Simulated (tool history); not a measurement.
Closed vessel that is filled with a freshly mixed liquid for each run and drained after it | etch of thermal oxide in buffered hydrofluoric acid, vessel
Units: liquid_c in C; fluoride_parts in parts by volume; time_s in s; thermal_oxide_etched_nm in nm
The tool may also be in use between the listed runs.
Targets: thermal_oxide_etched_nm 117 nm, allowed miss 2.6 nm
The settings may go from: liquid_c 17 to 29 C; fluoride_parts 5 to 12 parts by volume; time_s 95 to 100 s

run,hour,liquid_c,fluoride_parts,time_s,thermal_oxide_etched_nm
1,0,21,7,95,133.79
2,6.1,19.5,7,95,124.4
3,12.7,22,7,95,141.88
4,21.4,21.5,7,95,137.82
5,23.2,21.5,7,100,146.23
6,29.6,21,7,100,140.42
7,32.7,20.5,7,100,137.78
8,38.8,20,7,100,134.45
9,44.4,18.5,7,100,122.9

Which of these 4 next moves meets every target?
A,50,20,8,95,?
B,50,20,7.5,95,?
C,50,18.5,7.5,95,?
D,50,20,7.5,100,?

move,thermal_oxide_etched_nm
A,110.59
B,118.6
C,109.01
D,124.84
A: takes the result that was furthest off past its target
B: meets every target
C: takes the result that was furthest off past its target
D: further off than the last run
The right move is B.
